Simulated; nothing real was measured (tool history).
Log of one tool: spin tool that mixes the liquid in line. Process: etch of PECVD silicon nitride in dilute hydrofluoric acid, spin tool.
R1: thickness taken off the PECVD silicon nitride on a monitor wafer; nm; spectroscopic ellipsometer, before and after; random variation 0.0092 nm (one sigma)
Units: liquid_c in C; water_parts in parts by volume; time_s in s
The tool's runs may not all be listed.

run 1 hour=0.0 | liquid_c=21.0 water_parts=75 time_s=80 | R1=2.1300
run 2 hour=3.5 | liquid_c=21.0 water_parts=60 time_s=80 | R1=2.6578
run 3 hour=9.7 | liquid_c=23.5 water_parts=60 time_s=80 | R1=3.1674
run 4 hour=13.5 | liquid_c=22.0 water_parts=70 time_s=80 | R1=2.4716
run 5 hour=21.2 | liquid_c=22.0 water_parts=60 time_s=80 | R1=2.8815
run 6 hour=27.7 | liquid_c=22.0 water_parts=35 time_s=80 | R1=4.8167
run 7 hour=28.3 | liquid_c=21.0 water_parts=50 time_s=80 | R1=3.1799

Forecast run 8:
run 8 hour=33.3 | liquid_c=20.0 water_parts=60 time_s=80 | R1=?

R1: 2.5047 nm
